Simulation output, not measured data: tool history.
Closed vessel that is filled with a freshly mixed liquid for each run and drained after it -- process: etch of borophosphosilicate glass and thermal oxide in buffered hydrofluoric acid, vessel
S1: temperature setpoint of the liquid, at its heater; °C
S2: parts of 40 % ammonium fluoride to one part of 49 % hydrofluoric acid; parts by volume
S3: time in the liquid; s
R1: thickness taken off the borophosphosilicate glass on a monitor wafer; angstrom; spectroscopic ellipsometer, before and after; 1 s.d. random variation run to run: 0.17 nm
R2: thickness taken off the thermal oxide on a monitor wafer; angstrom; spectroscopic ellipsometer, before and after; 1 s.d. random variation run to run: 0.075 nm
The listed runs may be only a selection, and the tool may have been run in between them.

{"run": 1, "hour": 0.0, "S1": 23, "S2": 23.5, "S3": 60, "R1": 611.07, "R2": 296.33}
{"run": 2, "hour": 1.0, "S1": 25, "S2": 23.5, "S3": 60, "R1": 674.31, "R2": 329.92}
{"run": 3, "hour": 6.2, "S1": 23, "S2": 25, "S3": 60, "R1": 580.67, "R2": 283.9}
{"run": 4, "hour": 11.1, "S1": 21, "S2": 25, "S3": 60, "R1": 523.24, "R2": 252.9}
{"run": 5, "hour": 15.5, "S1": 21, "S2": 25, "S3": 80, "R1": 688.66, "R2": 338.31}
{"run": 6, "hour": 20.6, "S1": 19.5, "S2": 25, "S3": 80, "R1": 642.48, "R2": 307.98}

Run 7, settings as shown, results not yet in. Your forecast:
{"run": 7, "hour": 26.6, "S1": 18, "S2": 30, "S3": 50, "R1": "?", "R2": "?"}

{"run 7": {"R1": 317.17, "R2": 153.87}}
